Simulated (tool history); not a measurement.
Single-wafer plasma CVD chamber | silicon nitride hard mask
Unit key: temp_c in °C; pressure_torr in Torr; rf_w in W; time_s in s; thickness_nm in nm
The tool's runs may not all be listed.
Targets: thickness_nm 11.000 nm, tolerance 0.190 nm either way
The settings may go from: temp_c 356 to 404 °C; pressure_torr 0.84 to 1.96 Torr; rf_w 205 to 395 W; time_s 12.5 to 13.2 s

Run 1, hour 0.0: temp_c 380 °C, pressure_torr 1.40 Torr, rf_w 300 W, time_s 13.2 s. Result: thickness_nm 12.988 nm.
Run 2, hour 6.9: temp_c 380 °C, pressure_torr 1.40 Torr, rf_w 325 W, time_s 13.2 s. Result: thickness_nm 13.869 nm.
Run 3, hour 8.3: temp_c 373 °C, pressure_torr 1.40 Torr, rf_w 325 W, time_s 13.2 s. Result: thickness_nm 13.941 nm.
Run 4, hour 12.1: temp_c 373 °C, pressure_torr 1.29 Torr, rf_w 315 W, time_s 13.2 s. Result: thickness_nm 13.366 nm.
Run 5, hour 16.6: temp_c 373 °C, pressure_torr 1.29 Torr, rf_w 315 W, time_s 12.5 s. Result: thickness_nm 12.528 nm.
Run 6, hour 21.7: temp_c 373 °C, pressure_torr 1.29 Torr, rf_w 335 W, time_s 12.5 s. Result: thickness_nm 13.218 nm.
Run 7, hour 23.1: temp_c 373 °C, pressure_torr 1.20 Torr, rf_w 325 W, time_s 12.5 s. Result: thickness_nm 12.686 nm.
Run 8, hour 31.8: temp_c 373 °C, pressure_torr 1.13 Torr, rf_w 320 W, time_s 12.5 s. Result: thickness_nm 12.380 nm.
Run 9, hour 36.6: temp_c 373 °C, pressure_torr 1.07 Torr, rf_w 315 W, time_s 12.5 s. Result: thickness_nm 12.052 nm.
Run 10, hour 40.6: temp_c 373 °C, pressure_torr 1.02 Torr, rf_w 310 W, time_s 12.5 s. Result: thickness_nm 11.733 nm.
Run 11, hour 45.8: temp_c 373 °C, pressure_torr 0.98 Torr, rf_w 310 W, time_s 12.5 s. Result: thickness_nm 11.670 nm.
Run 12, hour 51.7: temp_c 373 °C, pressure_torr 0.95 Torr, rf_w 305 W, time_s 12.5 s. Result: thickness_nm 11.391 nm.
Run 13, hour 59.2: temp_c 373 °C, pressure_torr 0.93 Torr, rf_w 305 W, time_s 12.5 s. Result: thickness_nm 11.405 nm.
Run 14, hour 65.8: temp_c 373 °C, pressure_torr 0.84 Torr, rf_w 295 W, time_s 12.5 s. Result: thickness_nm 10.675 nm.

Pick the move, out of 4, that brings all results within their allowed miss; only one does.
Run A, hour 72.4: temp_c 379 °C, pressure_torr 0.84 Torr, rf_w 295 W, time_s 12.8 s. Result: thickness_nm ?.
Run B, hour 72.4: temp_c 377 °C, pressure_torr 0.85 Torr, rf_w 290 W, time_s 12.5 s. Result: thickness_nm ?.
Run C, hour 72.4: temp_c 371 °C, pressure_torr 0.84 Torr, rf_w 290 W, time_s 12.5 s. Result: thickness_nm ?.
Run D, hour 72.4: temp_c 372 °C, pressure_torr 0.86 Torr, rf_w 275 W, time_s 12.5 s. Result: thickness_nm ?.

move  thickness_nm
   A        10.999
   B        10.615
   C        10.609
   D        10.155
A: hits every target within its allowed miss
B: the biggest miss grows against the last run
C: the biggest miss grows against the last run
D: the biggest miss grows against the last run
So the answer is move A, the one that meets all the targets.

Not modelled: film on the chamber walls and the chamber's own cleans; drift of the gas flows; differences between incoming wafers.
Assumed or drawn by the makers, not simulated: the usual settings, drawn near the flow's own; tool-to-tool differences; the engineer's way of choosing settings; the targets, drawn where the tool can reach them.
